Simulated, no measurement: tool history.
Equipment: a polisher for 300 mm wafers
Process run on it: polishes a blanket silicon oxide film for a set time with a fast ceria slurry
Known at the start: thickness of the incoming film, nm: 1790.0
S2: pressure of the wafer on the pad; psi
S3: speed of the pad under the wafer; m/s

run 1 hour=0 | flow_of_slurry_(ml/min)=185 S2=1.6 S3=0.84 polishing_time_(s)=33 | film_removed_(Å)=2471.8
run 2 hour=5.4 | flow_of_slurry_(ml/min)=185 S2=1.5 S3=0.84 polishing_time_(s)=33 | film_removed_(Å)=2298.8
run 3 hour=12.6 | flow_of_slurry_(ml/min)=185 S2=1.5 S3=0.84 polishing_time_(s)=33 | film_removed_(Å)=2371.3
run 4 hour=18.2 | flow_of_slurry_(ml/min)=185 S2=1.5 S3=0.72 polishing_time_(s)=33 | film_removed_(Å)=2011.3
run 5 hour=21.5 | flow_of_slurry_(ml/min)=185 S2=1.5 S3=0.72 polishing_time_(s)=33 | film_removed_(Å)=1996.8
run 6 hour=23.6 | flow_of_slurry_(ml/min)=185 S2=1.4 S3=0.72 polishing_time_(s)=33 | film_removed_(Å)=1915.5
run 7 hour=29.2 | flow_of_slurry_(ml/min)=185 S2=1.3 S3=0.72 polishing_time_(s)=33 | film_removed_(Å)=1831.2
run 8 hour=29.9 | flow_of_slurry_(ml/min)=185 S2=1.2 S3=0.72 polishing_time_(s)=33 | film_removed_(Å)=1761.1

Run 9 is up next; what results do you expect?
run 9 hour=36.2 | flow_of_slurry_(ml/min)=185 S2=1.1 S3=0.72 polishing_time_(s)=33 | film_removed_(Å)=?

Run 9 came out at film removed (Å) 1721.1.
